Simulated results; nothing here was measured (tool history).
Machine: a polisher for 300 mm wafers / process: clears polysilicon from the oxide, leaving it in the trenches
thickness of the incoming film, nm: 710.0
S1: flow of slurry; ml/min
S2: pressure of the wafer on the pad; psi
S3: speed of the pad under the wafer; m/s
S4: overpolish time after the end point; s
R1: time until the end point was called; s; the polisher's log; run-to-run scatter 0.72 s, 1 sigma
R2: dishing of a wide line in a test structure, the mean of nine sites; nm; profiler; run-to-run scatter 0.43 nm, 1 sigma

run  hour   S1   S2    S3  S4      R1      R2
  1   0.0  185  3.0  1.08   9  38.995  26.220
  2   7.8  185  2.6  1.08   7  43.641  26.577
  3   9.5  185  2.6  1.08   5  44.190  25.556
  4  16.4  185  2.6  1.24   5  38.432  26.195
  5  25.3  215  2.6  1.24   5  38.164  25.783
  6  31.6  215  2.2  1.24   5  44.371  24.724
  7  37.6  215  2.2  1.24   5  43.954  25.767

For run 8, what comes out?
  8  44.5  210  1.4  1.22   3   ?   ?

R1: 70.307 s
R2: 17.305 nm
